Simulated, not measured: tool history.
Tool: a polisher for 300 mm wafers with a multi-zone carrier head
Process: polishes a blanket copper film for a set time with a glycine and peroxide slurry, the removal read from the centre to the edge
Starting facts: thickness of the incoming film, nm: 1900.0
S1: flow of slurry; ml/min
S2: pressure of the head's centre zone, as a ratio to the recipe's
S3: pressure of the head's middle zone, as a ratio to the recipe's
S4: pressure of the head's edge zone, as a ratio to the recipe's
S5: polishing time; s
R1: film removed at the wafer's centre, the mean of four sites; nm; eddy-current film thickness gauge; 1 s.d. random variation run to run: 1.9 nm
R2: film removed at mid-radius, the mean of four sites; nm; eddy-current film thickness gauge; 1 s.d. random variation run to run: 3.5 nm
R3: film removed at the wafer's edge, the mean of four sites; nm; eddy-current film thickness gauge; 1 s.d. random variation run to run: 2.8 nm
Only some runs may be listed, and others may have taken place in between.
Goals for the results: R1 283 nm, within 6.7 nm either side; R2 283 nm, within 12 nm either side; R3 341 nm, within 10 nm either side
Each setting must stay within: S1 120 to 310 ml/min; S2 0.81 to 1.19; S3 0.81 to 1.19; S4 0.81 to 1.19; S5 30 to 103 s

{"run": 1, "hour": 0.0, "S1": 200, "S2": 1, "S3": 1, "S4": 1, "S5": 66, "R1": 240.43, "R2": 243.14, "R3": 246.23}
{"run": 2, "hour": 3.3, "S1": 205, "S2": 0.99, "S3": 0.98, "S4": 1.04, "S5": 69, "R1": 251.01, "R2": 251.83, "R3": 263.22}
{"run": 3, "hour": 9.7, "S1": 205, "S2": 0.99, "S3": 0.9, "S4": 1.04, "S5": 69, "R1": 253.12, "R2": 235.95, "R3": 261.96}
{"run": 4, "hour": 18.4, "S1": 210, "S2": 0.97, "S3": 0.9, "S4": 1.07, "S5": 71, "R1": 258.76, "R2": 247.35, "R3": 277.05}
{"run": 5, "hour": 23.5, "S1": 210, "S2": 1.01, "S3": 0.9, "S4": 1.07, "S5": 71, "R1": 265.14, "R2": 244.04, "R3": 274.92}
{"run": 6, "hour": 31.1, "S1": 215, "S2": 0.99, "S3": 0.89, "S4": 1.09, "S5": 73, "R1": 270.16, "R2": 246.41, "R3": 283.95}
{"run": 7, "hour": 38.5, "S1": 215, "S2": 0.97, "S3": 0.89, "S4": 1.11, "S5": 75, "R1": 272.85, "R2": 254.16, "R3": 301.83}
{"run": 8, "hour": 46.9, "S1": 225, "S2": 0.96, "S3": 0.9, "S4": 1.13, "S5": 76, "R1": 275.7, "R2": 264.92, "R3": 305.19}

Pick the move, out of 5, that brings all results within their allowed miss; only one does.
{"run": "A", "hour": 55.3, "S1": 220, "S2": 0.92, "S3": 0.9, "S4": 1.19, "S5": 82, "R1": "?", "R2": "?", "R3": "?"}
{"run": "B", "hour": 55.3, "S1": 220, "S2": 0.97, "S3": 0.9, "S4": 1.11, "S5": 75, "R1": "?", "R2": "?", "R3": "?"}
{"run": "C", "hour": 55.3, "S1": 280, "S2": 1.06, "S3": 1.12, "S4": 0.96, "S5": 66, "R1": "?", "R2": "?", "R3": "?"}
{"run": "D", "hour": 55.3, "S1": 310, "S2": 1.06, "S3": 1.09, "S4": 1.05, "S5": 67, "R1": "?", "R2": "?", "R3": "?"}
{"run": "E", "hour": 55.3, "S1": 290, "S2": 1.12, "S3": 1.03, "S4": 0.99, "S5": 66, "R1": "?", "R2": "?", "R3": "?"}

move=A R1=284.63 R2=286.88 R3=337.25
move=B R1=272.13 R2=262.36 R3=297.56
move=C R1=266.53 R2=282.22 R3=248.27
move=D R1=273.5 R2=283.02 R3=265.3
move=E R1=280.32 R2=264.67 R3=252.9
A: meets every target
B: its largest miss is bigger than the last run's
C: its largest miss is bigger than the last run's
D: its largest miss is bigger than the last run's
E: its largest miss is bigger than the last run's
So the answer is move A, the one that meets all the targets.
